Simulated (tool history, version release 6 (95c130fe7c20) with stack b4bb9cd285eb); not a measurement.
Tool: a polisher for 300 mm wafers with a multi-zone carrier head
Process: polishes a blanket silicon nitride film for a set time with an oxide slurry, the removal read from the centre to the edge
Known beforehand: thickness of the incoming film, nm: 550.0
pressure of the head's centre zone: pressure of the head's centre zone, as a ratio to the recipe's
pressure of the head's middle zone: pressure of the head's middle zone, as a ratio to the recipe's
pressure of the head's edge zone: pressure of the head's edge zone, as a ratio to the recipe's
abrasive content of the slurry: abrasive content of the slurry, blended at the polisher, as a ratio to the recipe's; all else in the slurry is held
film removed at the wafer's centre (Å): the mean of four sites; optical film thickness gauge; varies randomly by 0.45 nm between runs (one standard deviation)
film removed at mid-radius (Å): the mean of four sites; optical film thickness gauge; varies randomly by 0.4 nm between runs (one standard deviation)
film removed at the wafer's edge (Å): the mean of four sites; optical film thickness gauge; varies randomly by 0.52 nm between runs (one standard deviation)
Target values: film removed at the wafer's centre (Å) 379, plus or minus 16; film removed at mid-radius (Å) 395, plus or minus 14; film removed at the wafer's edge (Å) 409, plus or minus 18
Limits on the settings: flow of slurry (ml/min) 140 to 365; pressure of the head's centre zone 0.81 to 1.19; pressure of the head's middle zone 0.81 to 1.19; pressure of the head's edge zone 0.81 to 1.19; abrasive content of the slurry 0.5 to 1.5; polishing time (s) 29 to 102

run,day,flow of slurry (ml/min),pressure of the head's centre zone,pressure of the head's middle zone,pressure of the head's edge zone,abrasive content of the slurry,polishing time (s),film removed at the wafer's centre (Å),film removed at mid-radius (Å),film removed at the wafer's edge (Å)
1,0,235,1,1,1,1,65,552.15,549.09,536.29
2,0.312,190,1,1,1,1,65,527.78,531.71,530.77
3,0.454,190,1,1,1,1,53,428.94,440.96,432.78
4,0.479,185,0.99,0.99,1,1,53,425.51,431.72,430.91
5,0.658,180,0.98,0.98,1,1,53,415.46,419.83,427.76
6,0.812,175,0.97,0.98,0.99,1,53,416.71,423.08,433.25
7,1.175,175,0.96,0.98,0.99,0.95,53,400.47,403.65,425.73
8,1.462,175,0.96,0.99,0.99,0.95,53,386.35,418.92,419.71
9,1.662,170,0.96,0.98,0.99,0.95,53,385.99,409.17,416.12
10,1.804,165,0.96,0.98,0.99,0.95,53,390.02,410.22,411.78

Exactly one of the 5 candidate moves below puts every result within its allowed miss. Which one?
A,1.946,210,1.17,1.11,1.04,0.9,46,?,?,?
B,1.946,150,0.86,0.99,1.05,1,50,?,?,?
C,1.946,150,1.03,1.03,0.86,0.8,56,?,?,?
D,1.946,200,0.94,0.95,1.01,0.95,51,?,?,?
E,1.946,155,1.01,1.01,0.97,0.95,56,?,?,?

move,film removed at the wafer's centre (Å),film removed at mid-radius (Å),film removed at the wafer's edge (Å)
A,425.42,399.55,365.86
B,335.71,394.12,406.69
C,391.04,395.42,359.19
D,387.37,398.79,411.94
E,432.77,438.62,427.49
A: brings the result that was furthest off to its target, and leaves another outside
B: brings the result that was furthest off to its target, and leaves another outside
C: brings the result that was furthest off to its target, and leaves another outside
D: every result within its allowed miss
E: the biggest miss grows against the last run
Correct choice: D, which meets every target
